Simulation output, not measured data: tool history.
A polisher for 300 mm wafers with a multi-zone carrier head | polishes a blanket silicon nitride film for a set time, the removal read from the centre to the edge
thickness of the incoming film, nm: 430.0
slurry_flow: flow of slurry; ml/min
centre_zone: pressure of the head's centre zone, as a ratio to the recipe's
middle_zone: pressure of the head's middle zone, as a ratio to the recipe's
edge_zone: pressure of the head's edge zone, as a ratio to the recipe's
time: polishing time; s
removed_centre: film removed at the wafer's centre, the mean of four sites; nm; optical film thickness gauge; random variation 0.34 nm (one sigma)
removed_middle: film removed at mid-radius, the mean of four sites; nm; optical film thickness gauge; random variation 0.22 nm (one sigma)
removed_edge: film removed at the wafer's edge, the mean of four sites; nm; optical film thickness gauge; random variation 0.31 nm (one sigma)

run	hour	slurry_flow	centre_zone	middle_zone	edge_zone	time	removed_centre	removed_middle	removed_edge
1	0	135	1	1	1	36	39.606	40.779	39.221
2	6.5	165	1	1	1	36	41.895	42.92	42.706
3	10.9	165	1.08	1	1	36	44.307	42.743	41.863
4	14.1	165	1.08	1	1.06	36	45.594	42.984	43.596
5	16.3	195	1.08	1	1.06	36	45.114	44.015	43.247
6	20.4	195	1.05	0.97	1.05	33	41.142	38.827	39.478
7	24.6	195	1.05	0.97	1.05	33	41.462	39.072	40.007
8	31.7	190	1.01	0.96	1.03	31	37.523	36.043	37.366
9	33.8	185	0.98	0.95	1.01	29	33.619	33.934	34.021
10	36	175	0.96	0.92	1.01	28	32.206	31.767	32.775
11	44.9	140	0.86	0.82	0.94	22	22.18	21.215	24.746
12	47.8	145	0.86	0.83	0.94	22	22.403	21.995	24.459
# hour 48.6: centre zone pressure recalibrated
13	48.6	150	0.86	0.83	0.95	22	23.203	21.747	24.524
14	53.1	150	0.87	0.84	0.96	22	23.607	22.315	24.642

Forecast run 15:
15	62	150	0.87	0.84	0.96	23	?	?	?

removed_centre: 24.464 nm
removed_middle: 22.819 nm
removed_edge: 25.268 nm

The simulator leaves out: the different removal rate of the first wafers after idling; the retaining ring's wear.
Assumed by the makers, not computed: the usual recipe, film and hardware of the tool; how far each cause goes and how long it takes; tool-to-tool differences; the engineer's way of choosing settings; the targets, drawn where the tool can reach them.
